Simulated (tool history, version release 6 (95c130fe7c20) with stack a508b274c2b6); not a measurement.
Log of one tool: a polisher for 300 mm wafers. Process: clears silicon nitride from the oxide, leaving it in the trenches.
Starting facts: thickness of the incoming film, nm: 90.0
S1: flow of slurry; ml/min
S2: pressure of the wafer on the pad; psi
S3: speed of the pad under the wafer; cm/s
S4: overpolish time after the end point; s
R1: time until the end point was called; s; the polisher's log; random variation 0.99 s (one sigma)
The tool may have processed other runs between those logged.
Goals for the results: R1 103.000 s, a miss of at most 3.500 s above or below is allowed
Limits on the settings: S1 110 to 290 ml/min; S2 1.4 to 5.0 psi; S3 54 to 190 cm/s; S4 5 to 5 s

run 1 hour=0.0 | S1=185 S2=3.2 S3=122 S4=5 | R1=72.974
run 2 hour=0.9 | S1=185 S2=3.9 S3=122 S4=5 | R1=60.084
run 3 hour=2.2 | S1=185 S2=3.6 S3=122 S4=5 | R1=64.010
run 4 hour=6.9 | S1=185 S2=3.6 S3=122 S4=5 | R1=65.829
run 5 hour=11.7 | S1=185 S2=3.6 S3=140 S4=5 | R1=58.751
run 6 hour=17.7 | S1=185 S2=3.2 S3=140 S4=5 | R1=65.171
run 7 hour=25.4 | S1=185 S2=2.9 S3=140 S4=5 | R1=71.105
run 8 hour=30.5 | S1=185 S2=2.7 S3=140 S4=5 | R1=77.910
run 9 hour=36.1 | S1=185 S2=2.5 S3=140 S4=5 | R1=81.792
run 10 hour=44.8 | S1=185 S2=2.4 S3=140 S4=5 | R1=86.882
run 11 hour=51.3 | S1=185 S2=2.3 S3=140 S4=5 | R1=87.747
run 12 hour=57.8 | S1=185 S2=2.2 S3=140 S4=5 | R1=93.652
run 13 hour=60.5 | S1=180 S2=2.1 S3=140 S4=5 | R1=97.347
run 14 hour=61.6 | S1=175 S2=2.1 S3=140 S4=5 | R1=96.583

Next run, 5 choices. One meets every target within its allowed miss, the rest don't. Which?
run A hour=62.7 | S1=175 S2=2.4 S3=138 S4=5 | R1=?
run B hour=62.7 | S1=155 S2=2.4 S3=142 S4=5 | R1=?
run C hour=62.7 | S1=175 S2=2.1 S3=134 S4=5 | R1=?
run D hour=62.7 | S1=175 S2=2.4 S3=136 S4=5 | R1=?
run E hour=62.7 | S1=195 S2=2.5 S3=126 S4=5 | R1=?

move=A R1=85.928
move=B R1=85.647
move=C R1=100.180
move=D R1=87.026
move=E R1=87.888
A: further off than the last run
B: further off than the last run
C: all results in spec
D: further off than the last run
E: further off than the last run
Go with C: it meets all targets.
